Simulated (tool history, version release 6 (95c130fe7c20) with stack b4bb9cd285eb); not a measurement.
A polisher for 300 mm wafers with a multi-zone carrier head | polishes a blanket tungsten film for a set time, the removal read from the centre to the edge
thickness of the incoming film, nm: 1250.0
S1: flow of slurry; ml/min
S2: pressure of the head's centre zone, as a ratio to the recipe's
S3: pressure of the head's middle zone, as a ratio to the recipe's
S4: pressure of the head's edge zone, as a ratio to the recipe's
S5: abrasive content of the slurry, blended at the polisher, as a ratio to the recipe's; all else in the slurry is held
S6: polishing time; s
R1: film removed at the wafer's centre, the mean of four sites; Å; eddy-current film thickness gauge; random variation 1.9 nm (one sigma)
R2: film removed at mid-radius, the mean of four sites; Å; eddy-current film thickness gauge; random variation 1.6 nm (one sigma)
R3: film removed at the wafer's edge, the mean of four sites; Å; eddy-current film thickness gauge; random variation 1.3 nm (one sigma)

Run 1, hour 0.0: S1 130 ml/min, S2 1.00, S3 1.00, S4 1.00, S5 1.00, S6 45 s. Result: R1 1973.1 Å, R2 1949.3 Å, R3 2127.2 Å.
Run 2, hour 2.6: S1 130 ml/min, S2 1.00, S3 1.00, S4 1.04, S5 1.00, S6 45 s. Result: R1 1947.2 Å, R2 1985.6 Å, R3 2120.7 Å.
Run 3, hour 8.6: S1 130 ml/min, S2 1.00, S3 1.00, S4 1.04, S5 1.00, S6 52 s. Result: R1 2264.3 Å, R2 2341.2 Å, R3 2445.6 Å.
Run 4, hour 15.5: S1 130 ml/min, S2 0.95, S3 1.00, S4 1.04, S5 1.00, S6 52 s. Result: R1 2144.7 Å, R2 2331.4 Å, R3 2441.9 Å.
Run 5, hour 24.5: S1 130 ml/min, S2 0.95, S3 1.00, S4 1.07, S5 1.00, S6 52 s. Result: R1 2166.1 Å, R2 2322.9 Å, R3 2514.9 Å.
Run 6, hour 26.0: S1 125 ml/min, S2 0.98, S3 0.98, S4 1.03, S5 0.90, S6 48 s. Result: R1 1902.3 Å, R2 1991.9 Å, R3 2136.9 Å.
Run 7, hour 34.6: S1 125 ml/min, S2 1.01, S3 0.96, S4 1.00, S5 0.80, S6 46 s. Result: R1 1841.3 Å, R2 1823.8 Å, R3 1936.4 Å.
Run 8, hour 42.0: S1 120 ml/min, S2 1.02, S3 0.93, S4 0.98, S5 0.75, S6 44 s. Result: R1 1684.7 Å, R2 1621.4 Å, R3 1781.1 Å.
Run 9, hour 44.1: S1 120 ml/min, S2 1.04, S3 0.92, S4 0.96, S5 0.70, S6 43 s. Result: R1 1637.7 Å, R2 1542.3 Å, R3 1687.8 Å.
Run 10, hour 46.8: S1 115 ml/min, S2 1.06, S3 0.91, S4 0.94, S5 0.65, S6 42 s. Result: R1 1554.0 Å, R2 1412.8 Å, R3 1547.5 Å.
Run 11, hour 55.0: S1 110 ml/min, S2 1.07, S3 0.90, S4 0.92, S5 0.65, S6 42 s. Result: R1 1566.5 Å, R2 1361.5 Å, R3 1541.3 Å.
Run 12, hour 56.6: S1 110 ml/min, S2 1.08, S3 0.90, S4 0.90, S5 0.60, S6 42 s. Result: R1 1486.4 Å, R2 1331.6 Å, R3 1481.1 Å.
Run 13, hour 58.7: S1 110 ml/min, S2 1.10, S3 0.90, S4 0.88, S5 0.60, S6 42 s. Result: R1 1509.2 Å, R2 1279.2 Å, R3 1432.9 Å.
Run 14, hour 63.9: S1 105 ml/min, S2 1.10, S3 0.90, S4 0.87, S5 0.60, S6 42 s. Result: R1 1508.7 Å, R2 1295.6 Å, R3 1416.0 Å.

Run 15 comes next. What will it give?
At hour 71.3: slurry nozzle cleaned.
Run 15, hour 71.3: S1 100 ml/min, S2 1.10, S3 0.89, S4 0.86, S5 0.60, S6 42 s. Result: R1 ?, R2 ?, R3 ?.

R1: 1645.1 Å
R2: 1358.6 Å
R3: 1465.6 Å
